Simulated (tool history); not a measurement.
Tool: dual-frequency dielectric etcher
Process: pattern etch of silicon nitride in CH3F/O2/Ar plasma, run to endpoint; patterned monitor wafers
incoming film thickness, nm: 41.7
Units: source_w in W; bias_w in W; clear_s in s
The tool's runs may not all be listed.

run 1 day=0 | source_w=390 bias_w=60 | clear_s=60.057
run 2 day=0.312 | source_w=390 bias_w=64 | clear_s=58.877
run 3 day=0.621 | source_w=390 bias_w=53 | clear_s=62.127
run 4 day=0.688 | source_w=390 bias_w=63 | clear_s=58.89
run 5 day=0.75 | source_w=330 bias_w=63 | clear_s=62.202
run 6 day=0.979 | source_w=290 bias_w=63 | clear_s=64.958
run 7 day=1.317 | source_w=310 bias_w=63 | clear_s=64.046
run 8 day=1.508 | source_w=330 bias_w=63 | clear_s=63.015

The next listed run, before its measurement:
run 9 day=1.758 | source_w=350 bias_w=63 | clear_s=?

{"run 9": {"clear_s": 61.723}}
